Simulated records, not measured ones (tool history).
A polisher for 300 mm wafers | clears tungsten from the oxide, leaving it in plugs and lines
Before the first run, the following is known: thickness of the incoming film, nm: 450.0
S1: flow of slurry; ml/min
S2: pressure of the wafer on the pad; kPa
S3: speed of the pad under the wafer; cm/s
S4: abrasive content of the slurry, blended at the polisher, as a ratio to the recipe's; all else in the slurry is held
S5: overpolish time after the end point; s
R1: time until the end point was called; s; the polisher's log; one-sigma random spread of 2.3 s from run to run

run  hour   S1    S2   S3   S4  S5       R1
  1   0.0  125  29.0   86  1.0  41   83.911
  2   4.4  125  26.2   84  1.0  41   95.883
  3  11.0  125  32.4   84  1.0  41   78.519
  4  18.7  125  29.0   82  1.0  41   89.764
  5  22.2  125  29.0   96  1.0  41   78.719
  6  23.9  125  29.0  116  1.0  41   69.825
  7  29.8  120  26.2  108  1.0  41   80.718
  8  33.1  115  24.1  102  1.0  41   91.747
  9  38.5  110  22.1   98  1.0  41  105.600
 10  45.4  105  20.7   96  1.0  41  112.450
 11  50.8  100  19.3   94  1.0  41  124.130

Predict the results of run 12:
 12  58.1  95  17.9  94  1.0  41   ?

Logged for run 12: R1 135.460 s.

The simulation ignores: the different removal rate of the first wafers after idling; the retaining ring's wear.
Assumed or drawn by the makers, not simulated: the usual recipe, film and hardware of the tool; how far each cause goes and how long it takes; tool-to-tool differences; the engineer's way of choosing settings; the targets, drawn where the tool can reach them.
